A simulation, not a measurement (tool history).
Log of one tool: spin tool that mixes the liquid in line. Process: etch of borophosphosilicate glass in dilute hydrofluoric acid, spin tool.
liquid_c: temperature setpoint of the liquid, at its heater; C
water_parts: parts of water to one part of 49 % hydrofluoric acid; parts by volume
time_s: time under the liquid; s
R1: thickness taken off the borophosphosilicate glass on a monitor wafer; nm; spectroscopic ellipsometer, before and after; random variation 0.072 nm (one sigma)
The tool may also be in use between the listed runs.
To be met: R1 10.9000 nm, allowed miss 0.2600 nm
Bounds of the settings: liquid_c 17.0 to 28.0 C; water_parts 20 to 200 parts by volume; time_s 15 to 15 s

run 1 hour=0.0 | liquid_c=20.0 water_parts=110 time_s=15 | R1=6.9724
run 2 hour=0.7 | liquid_c=21.5 water_parts=110 time_s=15 | R1=7.4525
run 3 hour=5.4 | liquid_c=21.5 water_parts=110 time_s=15 | R1=7.5092
run 4 hour=9.9 | liquid_c=21.5 water_parts=95 time_s=15 | R1=8.8290
run 5 hour=14.4 | liquid_c=23.0 water_parts=95 time_s=15 | R1=9.3796
run 6 hour=19.1 | liquid_c=24.0 water_parts=95 time_s=15 | R1=9.7036
run 7 hour=26.0 | liquid_c=25.0 water_parts=95 time_s=15 | R1=10.1190
run 8 hour=27.7 | liquid_c=25.5 water_parts=95 time_s=15 | R1=10.2830
run 9 hour=35.8 | liquid_c=26.0 water_parts=95 time_s=15 | R1=10.4230

Which of these 4 next moves meets every target?
run A hour=43.9 | liquid_c=25.5 water_parts=95 time_s=15 | R1=?
run B hour=43.9 | liquid_c=24.0 water_parts=85 time_s=15 | R1=?
run C hour=43.9 | liquid_c=27.5 water_parts=100 time_s=15 | R1=?
run D hour=43.9 | liquid_c=28.0 water_parts=105 time_s=15 | R1=?

move=A R1=10.3550
move=B R1=11.0450
move=C R1=10.5620
move=D R1=10.1850
A: further off than the last run
B: meets every target
C: nearer than the last run, and not there yet
D: further off than the last run
Answer: B

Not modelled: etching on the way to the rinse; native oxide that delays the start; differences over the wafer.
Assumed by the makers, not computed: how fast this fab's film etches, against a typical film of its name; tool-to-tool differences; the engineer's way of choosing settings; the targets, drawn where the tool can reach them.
